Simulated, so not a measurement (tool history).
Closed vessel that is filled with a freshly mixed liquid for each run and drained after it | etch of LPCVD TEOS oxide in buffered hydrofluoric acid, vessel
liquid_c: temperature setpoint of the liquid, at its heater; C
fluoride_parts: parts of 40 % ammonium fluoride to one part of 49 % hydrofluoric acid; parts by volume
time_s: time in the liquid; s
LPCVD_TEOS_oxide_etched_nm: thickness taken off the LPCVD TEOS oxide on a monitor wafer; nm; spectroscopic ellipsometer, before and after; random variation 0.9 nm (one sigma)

Run 1, hour 0: liquid_c 23 C, fluoride_parts 10 parts by volume, time_s 30 s. Result: LPCVD_TEOS_oxide_etched_nm 102.42 nm.
Run 2, hour 5.1: liquid_c 23 C, fluoride_parts 7 parts by volume, time_s 30 s. Result: LPCVD_TEOS_oxide_etched_nm 142.8 nm.
Run 3, hour 13.8: liquid_c 23.5 C, fluoride_parts 7 parts by volume, time_s 30 s. Result: LPCVD_TEOS_oxide_etched_nm 147.49 nm.
Run 4, hour 19.9: liquid_c 23.5 C, fluoride_parts 7 parts by volume, time_s 30 s. Result: LPCVD_TEOS_oxide_etched_nm 147.83 nm.
Run 5, hour 22.1: liquid_c 23.5 C, fluoride_parts 5 parts by volume, time_s 30 s. Result: LPCVD_TEOS_oxide_etched_nm 197.9 nm.
Run 6, hour 24.5: liquid_c 23 C, fluoride_parts 5 parts by volume, time_s 30 s. Result: LPCVD_TEOS_oxide_etched_nm 191.19 nm.
Run 7, hour 25.8: liquid_c 22.5 C, fluoride_parts 5 parts by volume, time_s 30 s. Result: LPCVD_TEOS_oxide_etched_nm 186.5 nm.

The next listed run, before its measurement:
Run 8, hour 30.2: liquid_c 22 C, fluoride_parts 5 parts by volume, time_s 30 s. Result: LPCVD_TEOS_oxide_etched_nm ?.

LPCVD_TEOS_oxide_etched_nm: 180.8 nm

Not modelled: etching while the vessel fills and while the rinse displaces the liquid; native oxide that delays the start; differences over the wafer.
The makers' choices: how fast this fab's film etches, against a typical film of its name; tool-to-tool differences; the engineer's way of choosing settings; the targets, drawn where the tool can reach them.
